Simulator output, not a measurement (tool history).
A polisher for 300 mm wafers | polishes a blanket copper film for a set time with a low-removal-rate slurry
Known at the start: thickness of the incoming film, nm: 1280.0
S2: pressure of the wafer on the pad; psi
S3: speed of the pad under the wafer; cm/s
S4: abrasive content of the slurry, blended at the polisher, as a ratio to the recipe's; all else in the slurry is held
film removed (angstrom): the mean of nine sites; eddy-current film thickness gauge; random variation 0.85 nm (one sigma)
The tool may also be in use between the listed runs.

{"run": 1, "day": 0.0, "flow of slurry (ml/min)": 170, "S2": 1.7, "S3": 134, "S4": 1, "polishing time (s)": 33, "film removed (angstrom)": 748.65}
{"run": 2, "day": 0.058, "flow of slurry (ml/min)": 140, "S2": 1.7, "S3": 134, "S4": 1, "polishing time (s)": 33, "film removed (angstrom)": 733.6}
{"run": 3, "day": 0.433, "flow of slurry (ml/min)": 160, "S2": 1.7, "S3": 134, "S4": 1, "polishing time (s)": 33, "film removed (angstrom)": 745.72}
{"run": 4, "day": 0.688, "flow of slurry (ml/min)": 160, "S2": 1.7, "S3": 148, "S4": 1, "polishing time (s)": 33, "film removed (angstrom)": 804.05}
{"run": 5, "day": 0.775, "flow of slurry (ml/min)": 160, "S2": 2, "S3": 148, "S4": 1, "polishing time (s)": 33, "film removed (angstrom)": 970.69}
{"run": 6, "day": 0.808, "flow of slurry (ml/min)": 160, "S2": 1.7, "S3": 148, "S4": 1, "polishing time (s)": 33, "film removed (angstrom)": 812}

The next listed run, before its measurement:
{"run": 7, "day": 1.1, "flow of slurry (ml/min)": 160, "S2": 1.6, "S3": 148, "S4": 1, "polishing time (s)": 33, "film removed (angstrom)": "?"}

film removed (angstrom): 772.22
